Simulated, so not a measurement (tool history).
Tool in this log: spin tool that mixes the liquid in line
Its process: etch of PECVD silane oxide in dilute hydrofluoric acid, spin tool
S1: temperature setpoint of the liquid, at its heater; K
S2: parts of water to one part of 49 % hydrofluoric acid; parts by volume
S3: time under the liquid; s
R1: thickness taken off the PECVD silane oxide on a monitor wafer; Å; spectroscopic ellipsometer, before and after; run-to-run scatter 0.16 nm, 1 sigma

Run 1, day 0.000: S1 294.15 K, S2 75 parts by volume, S3 15 s. Result: R1 94.811 Å.
Run 2, day 0.346: S1 296.15 K, S2 70 parts by volume, S3 15 s. Result: R1 115.500 Å.
Run 3, day 0.662: S1 294.65 K, S2 70 parts by volume, S3 15 s. Result: R1 106.600 Å.
Run 4, day 0.838: S1 292.15 K, S2 70 parts by volume, S3 15 s. Result: R1 95.902 Å.
Run 5, day 0.862: S1 292.15 K, S2 70 parts by volume, S3 15 s. Result: R1 94.561 Å.
Run 6, day 1.158: S1 294.65 K, S2 70 parts by volume, S3 15 s. Result: R1 105.960 Å.
Run 7, day 1.383: S1 296.65 K, S2 70 parts by volume, S3 15 s. Result: R1 116.360 Å.
Run 8, day 1.608: S1 298.15 K, S2 70 parts by volume, S3 15 s. Result: R1 121.990 Å.

For run 9, what comes out?
Run 9, day 1.967: S1 302.15 K, S2 55 parts by volume, S3 15 s. Result: R1 ?.

R1: 185.810 Å
